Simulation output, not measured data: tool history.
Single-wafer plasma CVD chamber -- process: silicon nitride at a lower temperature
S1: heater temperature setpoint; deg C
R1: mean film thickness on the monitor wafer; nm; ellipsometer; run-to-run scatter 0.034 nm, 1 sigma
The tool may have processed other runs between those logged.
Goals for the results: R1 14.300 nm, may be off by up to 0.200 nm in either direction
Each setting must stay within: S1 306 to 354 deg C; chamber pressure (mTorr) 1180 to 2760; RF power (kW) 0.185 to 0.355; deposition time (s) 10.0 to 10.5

Run 1, hour 0.0: S1 330 deg C, chamber pressure (mTorr) 1970, RF power (kW) 0.270, deposition time (s) 10.5. Result: R1 11.851 nm.
Run 2, hour 4.0: S1 330 deg C, chamber pressure (mTorr) 2200, RF power (kW) 0.280, deposition time (s) 10.5. Result: R1 12.583 nm.
Run 3, hour 8.5: S1 330 deg C, chamber pressure (mTorr) 2360, RF power (kW) 0.285, deposition time (s) 10.5. Result: R1 12.899 nm.
Run 4, hour 11.1: S1 330 deg C, chamber pressure (mTorr) 2360, RF power (kW) 0.260, deposition time (s) 10.5. Result: R1 12.168 nm.
At hour 16.5: RF generator calibrated.
Run 5, hour 16.5: S1 330 deg C, chamber pressure (mTorr) 2480, RF power (kW) 0.275, deposition time (s) 10.5. Result: R1 13.330 nm.
Run 6, hour 21.1: S1 330 deg C, chamber pressure (mTorr) 2480, RF power (kW) 0.275, deposition time (s) 10.5. Result: R1 13.341 nm.
Run 7, hour 23.0: S1 330 deg C, chamber pressure (mTorr) 2570, RF power (kW) 0.275, deposition time (s) 10.5. Result: R1 13.458 nm.
Run 8, hour 31.9: S1 330 deg C, chamber pressure (mTorr) 2630, RF power (kW) 0.280, deposition time (s) 10.5. Result: R1 13.725 nm.
Run 9, hour 33.2: S1 330 deg C, chamber pressure (mTorr) 2670, RF power (kW) 0.280, deposition time (s) 10.5. Result: R1 13.688 nm.
Run 10, hour 41.5: S1 330 deg C, chamber pressure (mTorr) 2670, RF power (kW) 0.280, deposition time (s) 10.5. Result: R1 13.737 nm.
Run 11, hour 48.2: S1 330 deg C, chamber pressure (mTorr) 2700, RF power (kW) 0.285, deposition time (s) 10.5. Result: R1 13.928 nm.

Which one of the following 4 next-run settings gets every result inside its allowed miss? There is exactly one.
Run A, hour 54.9: S1 335 deg C, chamber pressure (mTorr) 2750, RF power (kW) 0.270, deposition time (s) 10.4. Result: R1 ?.
Run B, hour 54.9: S1 339 deg C, chamber pressure (mTorr) 2540, RF power (kW) 0.295, deposition time (s) 10.1. Result: R1 ?.
Run C, hour 54.9: S1 333 deg C, chamber pressure (mTorr) 2670, RF power (kW) 0.285, deposition time (s) 10.2. Result: R1 ?.
Run D, hour 54.9: S1 320 deg C, chamber pressure (mTorr) 2760, RF power (kW) 0.305, deposition time (s) 10.2. Result: R1 ?.

move      R1
   A  13.339
   B  13.409
   C  13.443
   D  14.191
A: its largest miss is bigger than the last run's
B: its largest miss is bigger than the last run's
C: its largest miss is bigger than the last run's
D: meets every target
The right move is D.
